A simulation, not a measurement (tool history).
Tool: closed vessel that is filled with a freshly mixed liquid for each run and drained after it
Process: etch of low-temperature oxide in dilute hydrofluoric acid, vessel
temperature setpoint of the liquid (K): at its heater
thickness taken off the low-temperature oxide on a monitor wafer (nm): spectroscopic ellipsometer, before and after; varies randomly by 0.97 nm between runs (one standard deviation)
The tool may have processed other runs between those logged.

run	hour	temperature setpoint of the liquid (K)	parts of water to one part of 49 % hydrofluoric acid (parts by volume)	time in the liquid (s)	thickness taken off the low-temperature oxide on a monitor wafer (nm)
1	0.0	295.15	185	540	40.150
2	3.7	295.15	185	580	42.819
3	5.8	291.65	185	580	37.496
4	8.6	295.15	155	580	52.399
5	15.9	297.65	130	580	71.336
6	24.8	299.15	120	580	82.354
7	26.8	303.15	100	580	118.730

What will run 8 give?
8	28.2	302.65	100	580	?

Run 8 came out at thickness taken off the low-temperature oxide on a monitor wafer (nm) 118.580.
